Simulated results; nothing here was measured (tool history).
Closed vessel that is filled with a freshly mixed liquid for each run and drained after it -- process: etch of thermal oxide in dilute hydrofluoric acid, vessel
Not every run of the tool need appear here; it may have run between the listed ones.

| run | hour | temperature setpoint of the liquid (°C) | parts of water to one part of 49 % hydrofluoric acid (parts by volume) | time in the liquid (s) | thickness taken off the thermal oxide on a monitor wafer (Å) |
|---|---|---|---|---|---|
| 1 | 0.0 | 24.0 | 110 | 325 | 146.980 |
| 2 | 4.3 | 25.0 | 110 | 325 | 153.060 |
| 3 | 9.7 | 25.0 | 145 | 325 | 110.700 |
| 4 | 12.8 | 22.5 | 145 | 325 | 102.550 |
| 5 | 17.8 | 22.5 | 145 | 325 | 100.030 |
| 6 | 25.2 | 21.0 | 145 | 325 | 95.363 |
| 7 | 29.0 | 25.0 | 120 | 325 | 137.100 |
| 8 | 30.5 | 26.5 | 120 | 325 | 145.760 |
| 9 | 39.0 | 27.5 | 120 | 325 | 148.760 |
| 10 | 41.8 | 28.5 | 120 | 325 | 156.540 |

Run 11 comes next. What will it give?
| 11 | 49.6 | 29.0 | 120 | 325 | ? |

thickness taken off the thermal oxide on a monitor wafer (Å): 160.080
